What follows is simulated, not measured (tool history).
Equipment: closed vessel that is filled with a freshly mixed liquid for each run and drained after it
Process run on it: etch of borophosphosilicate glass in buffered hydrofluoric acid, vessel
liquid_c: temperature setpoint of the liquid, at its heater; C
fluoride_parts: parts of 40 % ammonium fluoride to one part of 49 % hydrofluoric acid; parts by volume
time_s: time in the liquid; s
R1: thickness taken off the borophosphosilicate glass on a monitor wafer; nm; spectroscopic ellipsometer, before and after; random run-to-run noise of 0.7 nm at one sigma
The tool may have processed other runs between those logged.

Run 1, hour 0.0: liquid_c 21.0 C, fluoride_parts 12.0 parts by volume, time_s 95 s. Result: R1 105.68 nm.
Run 2, hour 6.3: liquid_c 23.5 C, fluoride_parts 12.0 parts by volume, time_s 95 s. Result: R1 120.91 nm.
Run 3, hour 11.3: liquid_c 24.5 C, fluoride_parts 11.5 parts by volume, time_s 95 s. Result: R1 132.24 nm.
Run 4, hour 13.0: liquid_c 24.5 C, fluoride_parts 11.5 parts by volume, time_s 95 s. Result: R1 132.73 nm.
Run 5, hour 14.7: liquid_c 24.5 C, fluoride_parts 11.5 parts by volume, time_s 95 s. Result: R1 132.26 nm.
Run 6, hour 16.0: liquid_c 24.5 C, fluoride_parts 11.5 parts by volume, time_s 100 s. Result: R1 140.17 nm.
Run 7, hour 22.4: liquid_c 25.5 C, fluoride_parts 11.0 parts by volume, time_s 100 s. Result: R1 154.01 nm.
Run 8, hour 27.5: liquid_c 26.5 C, fluoride_parts 11.0 parts by volume, time_s 100 s. Result: R1 162.91 nm.
Run 9, hour 30.2: liquid_c 27.0 C, fluoride_parts 11.0 parts by volume, time_s 100 s. Result: R1 166.16 nm.
Run 10, hour 35.5: liquid_c 27.5 C, fluoride_parts 11.0 parts by volume, time_s 100 s. Result: R1 170.48 nm.
Run 11, hour 39.5: liquid_c 28.0 C, fluoride_parts 11.0 parts by volume, time_s 100 s. Result: R1 175.84 nm.

What does the tool deliver on the next run?
Run 12, hour 43.2: liquid_c 28.5 C, fluoride_parts 10.5 parts by volume, time_s 100 s. Result: R1 ?.

R1: 188.95 nm

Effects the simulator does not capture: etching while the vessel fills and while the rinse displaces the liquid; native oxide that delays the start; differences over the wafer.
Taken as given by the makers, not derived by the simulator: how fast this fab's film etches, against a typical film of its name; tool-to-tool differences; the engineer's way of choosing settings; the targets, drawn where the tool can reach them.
